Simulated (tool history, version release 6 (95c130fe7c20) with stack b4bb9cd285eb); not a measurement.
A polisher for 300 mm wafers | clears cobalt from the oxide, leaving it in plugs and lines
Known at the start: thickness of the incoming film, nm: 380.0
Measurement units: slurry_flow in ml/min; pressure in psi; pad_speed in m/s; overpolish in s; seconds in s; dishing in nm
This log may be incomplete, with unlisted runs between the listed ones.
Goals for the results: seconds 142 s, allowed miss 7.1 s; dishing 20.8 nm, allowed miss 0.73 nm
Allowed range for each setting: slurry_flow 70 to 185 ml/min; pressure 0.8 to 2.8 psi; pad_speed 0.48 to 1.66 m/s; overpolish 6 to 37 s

run	day	slurry_flow	pressure	pad_speed	overpolish	seconds	dishing
1	0	120	1.8	1.06	19	84.052	32.567
2	0.254	120	1.8	1.06	16	83.612	31.406
3	0.608	110	1.5	1.04	13	103.53	27.299
4	0.962	130	1.5	1.04	13	96.856	28.386
5	1	110	1.3	1.1	11	103.87	24.454
6	1.25	100	1.2	1.08	11	115.14	22.838
7	1.308	95	1.1	1.06	12	129.15	23.218
8	1.658	110	0.9	1	6	150.65	12.681
9	1.821	80	1.2	0.96	9	136.71	18.792
10	1.912	80	1.2	0.96	10	137.7	19.886

4 candidate next runs follow, results not yet known. Just one meets every target within its allowed miss. Identify it.
A	2.004	90	1	1.04	10	?	?
B	2.004	75	1	1.08	11	?	?
C	2.004	90	1.1	1.06	10	?	?
D	2.004	85	1.4	0.92	11	?	?

move	seconds	dishing
A	144.47	19.433
B	145.5	20.587
C	132.24	20.581
D	127.77	22.305
A: lands further from the targets than the last run did
B: hits every target within its allowed miss
C: puts the biggest miss on target and leaves a different result outside tolerance
D: takes the biggest miss from the last run beyond its target
Correct choice: B, which meets every target

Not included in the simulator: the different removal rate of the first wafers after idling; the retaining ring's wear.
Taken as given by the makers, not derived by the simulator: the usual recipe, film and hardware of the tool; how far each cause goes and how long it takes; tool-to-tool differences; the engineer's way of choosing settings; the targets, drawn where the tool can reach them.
